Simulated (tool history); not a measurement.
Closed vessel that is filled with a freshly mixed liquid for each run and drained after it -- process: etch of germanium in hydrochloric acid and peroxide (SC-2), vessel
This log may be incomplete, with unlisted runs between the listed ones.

run,day,temperature setpoint of the liquid (C),parts of water to one part each of 37 % hydrochloric acid and 30 % peroxide (parts by volume),time in the liquid (s),thickness taken off the germanium on a monitor wafer (angstrom)
1,0.000,60.0,6.0,95,2611.6
2,0.142,60.0,4.5,95,2634.3
3,0.333,59.0,4.5,95,2522.6
4,0.454,58.5,4.5,95,2520.2
5,0.517,58.0,4.5,95,2482.0
6,0.788,64.0,4.5,95,2928.7
7,0.967,64.0,4.5,95,2948.9
8,1.246,61.5,4.5,95,2774.5
9,1.571,60.0,4.5,95,2636.9

Run 10, settings as shown, results not yet in. Your forecast:
10,1.629,59.0,4.5,95,?

thickness taken off the germanium on a monitor wafer (angstrom): 2544.7
